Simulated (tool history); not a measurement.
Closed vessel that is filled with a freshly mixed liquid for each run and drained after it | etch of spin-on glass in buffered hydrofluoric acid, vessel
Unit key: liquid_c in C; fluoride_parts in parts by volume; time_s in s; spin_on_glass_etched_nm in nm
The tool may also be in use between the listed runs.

| run | hour | liquid_c | fluoride_parts | time_s | spin_on_glass_etched_nm |
|---|---|---|---|---|---|
| 1 | 0.0 | 22.0 | 15.0 | 105 | 161.14 |
| 2 | 4.9 | 22.0 | 15.0 | 105 | 161.24 |
| 3 | 12.9 | 21.0 | 15.5 | 105 | 146.59 |
| 4 | 21.4 | 20.0 | 15.5 | 105 | 138.94 |
| 5 | 23.7 | 20.0 | 18.0 | 105 | 120.70 |
| 6 | 29.6 | 22.5 | 18.0 | 105 | 139.50 |

For run 7, what comes out?
| 7 | 38.4 | 21.5 | 18.0 | 105 | ? |

spin_on_glass_etched_nm: 130.98 nm
